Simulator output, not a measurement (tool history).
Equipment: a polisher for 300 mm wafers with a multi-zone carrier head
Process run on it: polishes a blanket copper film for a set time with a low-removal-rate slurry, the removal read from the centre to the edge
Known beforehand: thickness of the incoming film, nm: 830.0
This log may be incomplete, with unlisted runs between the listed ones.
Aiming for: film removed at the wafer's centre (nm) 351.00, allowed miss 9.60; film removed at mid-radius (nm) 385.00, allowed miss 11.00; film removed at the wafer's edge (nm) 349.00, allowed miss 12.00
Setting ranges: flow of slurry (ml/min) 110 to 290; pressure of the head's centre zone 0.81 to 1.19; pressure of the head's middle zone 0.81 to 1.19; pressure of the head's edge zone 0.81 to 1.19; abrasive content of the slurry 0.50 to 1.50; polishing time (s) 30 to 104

run  hour  flow of slurry (ml/min)  pressure of the head's centre zone  pressure of the head's middle zone  pressure of the head's edge zone  abrasive content of the slurry  polishing time (s)  film removed at the wafer's centre (nm)  film removed at mid-radius (nm)  film removed at the wafer's edge (nm)
  1   0.0                      185                                1.00                                1.00                              1.00                            1.00                  67                                   270.38                           275.41                                 267.51
  2   5.8                      200                                1.02                                1.04                              1.04                            1.15                  68                                   293.29                           305.29                                 285.34
  3   7.6                      200                                1.06                                1.04                              1.04                            1.15                  68                                   302.95                           302.64                                 288.77
  4  15.3                      200                                1.06                                1.04                              0.99                            1.15                  68                                   303.21                           300.18                                 275.45
  5  17.5                      200                                1.06                                1.07                              0.99                            1.15                  68                                   302.98                           313.79                                 281.36
  6  22.6                      205                                1.07                                1.10                              1.05                            1.20                  69                                   316.19                           323.59                                 301.57
  7  27.7                      220                                1.07                                1.13                              1.07                            1.25                  69                                   320.80                           342.75                                 301.66
  8  34.4                      215                                1.07                                1.14                              1.10                            1.30                  70                                   328.80                           347.53                                 314.60
  9  42.3                      220                                1.07                                1.15                              1.12                            1.35                  71                                   337.84                           357.57                                 330.67
 10  47.8                      230                                1.07                                1.16                              1.13                            1.35                  71                                   338.46                           364.51                                 328.06

Consider the 5 candidate settings below. Which is the only one whose results all fall within their allowed miss of target?
  A  53.3                      175                                1.10                                1.19                              1.13                            1.35                  73                                        ?                                ?                                      ?
  B  53.3                      275                                1.08                                1.19                              0.98                            1.25                  73                                        ?                                ?                                      ?
  C  53.3                      145                                0.96                                1.05                              1.19                            1.35                  81                                        ?                                ?                                      ?
  D  53.3                      290                                1.16                                1.19                              1.01                            1.10                  70                                        ?                                ?                                      ?
  E  53.3                      210                                1.07                                1.19                              1.16                            1.50                  73                                        ?                                ?                                      ?

move  film removed at the wafer's centre (nm)  film removed at mid-radius (nm)  film removed at the wafer's edge (nm)
   A                                   341.25                           364.77                                 322.77
   B                                   354.01                           382.81                                 310.42
   C                                   315.83                           350.04                                 358.50
   D                                   357.35                           359.22                                 295.29
   E                                   351.06                           384.55                                 342.15
A: the biggest miss grows against the last run
B: gets the furthest-off result to its target, but another result is out of tolerance
C: the biggest miss grows against the last run
D: the biggest miss grows against the last run
E: each result inside its tolerance
The right move is E.

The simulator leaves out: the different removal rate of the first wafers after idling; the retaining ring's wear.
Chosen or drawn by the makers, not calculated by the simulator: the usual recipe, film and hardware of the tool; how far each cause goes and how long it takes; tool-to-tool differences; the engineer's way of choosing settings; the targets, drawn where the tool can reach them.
